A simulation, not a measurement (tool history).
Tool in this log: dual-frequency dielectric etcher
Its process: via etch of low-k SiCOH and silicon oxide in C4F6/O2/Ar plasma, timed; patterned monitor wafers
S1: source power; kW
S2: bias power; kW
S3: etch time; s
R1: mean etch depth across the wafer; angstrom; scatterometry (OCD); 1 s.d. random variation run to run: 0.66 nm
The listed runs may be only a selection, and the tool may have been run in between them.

{"run": 1, "hour": 0.0, "S1": 0.28, "S2": 0.221, "S3": 55, "R1": 1345.9}
{"run": 2, "hour": 7.0, "S1": 0.28, "S2": 0.258, "S3": 55, "R1": 1461.1}
{"run": 3, "hour": 11.6, "S1": 0.26, "S2": 0.258, "S3": 55, "R1": 1401.5}
{"run": 4, "hour": 18.5, "S1": 0.24, "S2": 0.249, "S3": 55, "R1": 1290.7}
{"run": 5, "hour": 23.8, "S1": 0.24, "S2": 0.249, "S3": 55, "R1": 1302.9}
{"run": 6, "hour": 24.8, "S1": 0.23, "S2": 0.248, "S3": 55, "R1": 1258.5}
{"run": 7, "hour": 28.8, "S1": 0.22, "S2": 0.247, "S3": 55, "R1": 1221.5}

What will run 8 give?
{"run": 8, "hour": 34.4, "S1": 0.21, "S2": 0.246, "S3": 55, "R1": "?"}

Run 8 came out at R1 1178.1 angstrom.

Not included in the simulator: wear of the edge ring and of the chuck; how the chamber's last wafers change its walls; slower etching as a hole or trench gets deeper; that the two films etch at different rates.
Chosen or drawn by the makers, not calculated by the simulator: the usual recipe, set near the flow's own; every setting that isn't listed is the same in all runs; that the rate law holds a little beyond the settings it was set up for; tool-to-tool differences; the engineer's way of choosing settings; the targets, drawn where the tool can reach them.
